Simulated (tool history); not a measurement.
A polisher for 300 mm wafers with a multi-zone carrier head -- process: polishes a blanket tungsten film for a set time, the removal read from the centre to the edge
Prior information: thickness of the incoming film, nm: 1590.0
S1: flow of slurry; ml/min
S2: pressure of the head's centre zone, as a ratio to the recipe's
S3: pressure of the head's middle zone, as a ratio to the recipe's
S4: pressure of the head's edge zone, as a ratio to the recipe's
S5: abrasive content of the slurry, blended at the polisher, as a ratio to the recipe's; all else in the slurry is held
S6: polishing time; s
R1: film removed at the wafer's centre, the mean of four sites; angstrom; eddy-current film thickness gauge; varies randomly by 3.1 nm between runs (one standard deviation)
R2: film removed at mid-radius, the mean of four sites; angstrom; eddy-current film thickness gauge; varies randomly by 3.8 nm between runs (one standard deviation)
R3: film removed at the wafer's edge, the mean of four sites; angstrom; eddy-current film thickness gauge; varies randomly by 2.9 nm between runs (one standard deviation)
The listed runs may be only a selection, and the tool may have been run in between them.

run,hour,S1,S2,S3,S4,S5,S6,R1,R2,R3
1,0,230,1,1,1,1,80,4380,4431.3,4435.3
2,6.6,230,1,0.92,1,1,80,4367.6,4230.6,4559
3,13,230,1,0.92,0.96,1,80,4375.9,4163.6,4414.3
4,18.1,230,1,0.92,0.96,0.9,80,4330.7,4037,4279
5,20.1,230,1.04,0.92,0.96,0.9,80,4361.1,3958.1,4276.5
6,22.3,225,1.02,0.91,0.97,0.85,77,4103.8,3689.3,4030.2
7,26.2,220,0.99,0.9,0.98,0.8,76,3868.3,3632.4,3911.2
8,32.2,215,0.98,0.89,1,0.75,75,3628.5,3443.8,3870.3
9,38.5,210,0.97,0.88,1,0.7,74,3518.7,3354.5,3762.9
10,44.7,205,0.96,0.87,1,0.65,73,3423.7,3130.5,3546.6

Run 11 is up next; what results do you expect?
11,48.5,200,0.95,0.86,1.01,0.65,73,?,?,?

{"run 11": {"R1": 3312.8, "R2": 3120.9, "R3": 3641.9}}
